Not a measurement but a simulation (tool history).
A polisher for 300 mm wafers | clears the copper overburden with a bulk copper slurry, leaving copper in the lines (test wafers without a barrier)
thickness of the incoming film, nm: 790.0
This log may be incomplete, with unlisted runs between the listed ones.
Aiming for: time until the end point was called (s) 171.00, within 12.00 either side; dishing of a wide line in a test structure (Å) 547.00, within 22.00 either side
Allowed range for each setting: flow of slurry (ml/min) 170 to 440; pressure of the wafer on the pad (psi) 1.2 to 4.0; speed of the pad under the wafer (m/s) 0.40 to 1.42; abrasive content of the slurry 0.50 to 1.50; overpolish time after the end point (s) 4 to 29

run	hour	flow of slurry (ml/min)	pressure of the wafer on the pad (psi)	speed of the pad under the wafer (m/s)	abrasive content of the slurry	overpolish time after the end point (s)	time until the end point was called (s)	dishing of a wide line in a test structure (Å)
1	0.0	280	2.6	0.90	1.00	15	109.38	626.63
2	0.9	245	2.6	0.90	1.00	15	107.77	618.30
3	2.5	245	2.6	0.70	1.00	15	132.15	526.12
4	9.2	310	2.6	0.70	1.00	15	132.08	528.57
5	17.9	310	2.6	0.70	0.90	15	140.33	522.46
6	19.0	250	2.6	0.70	0.90	15	144.63	519.12
7	24.8	245	2.6	0.70	0.85	16	142.16	520.21
8	32.5	245	2.4	0.70	0.85	18	160.95	539.30
9	34.6	245	2.3	0.70	0.85	19	161.34	545.27

Which one of the following 4 next-run settings gets every result inside its allowed miss? There is exactly one.
A	36.7	180	3.1	0.52	0.80	19	?	?
B	36.7	250	1.6	1.04	1.00	17	?	?
C	36.7	225	2.8	0.66	0.80	18	?	?
D	36.7	300	2.7	0.66	1.05	16	?	?

move	time until the end point was called (s)	dishing of a wide line in a test structure (Å)
A	171.54	542.14
B	137.69	529.48
C	147.08	570.22
D	136.91	551.88
A: every result lands within tolerance
B: further off than the last run
C: further off than the last run
D: further off than the last run
Move A is the one to make.

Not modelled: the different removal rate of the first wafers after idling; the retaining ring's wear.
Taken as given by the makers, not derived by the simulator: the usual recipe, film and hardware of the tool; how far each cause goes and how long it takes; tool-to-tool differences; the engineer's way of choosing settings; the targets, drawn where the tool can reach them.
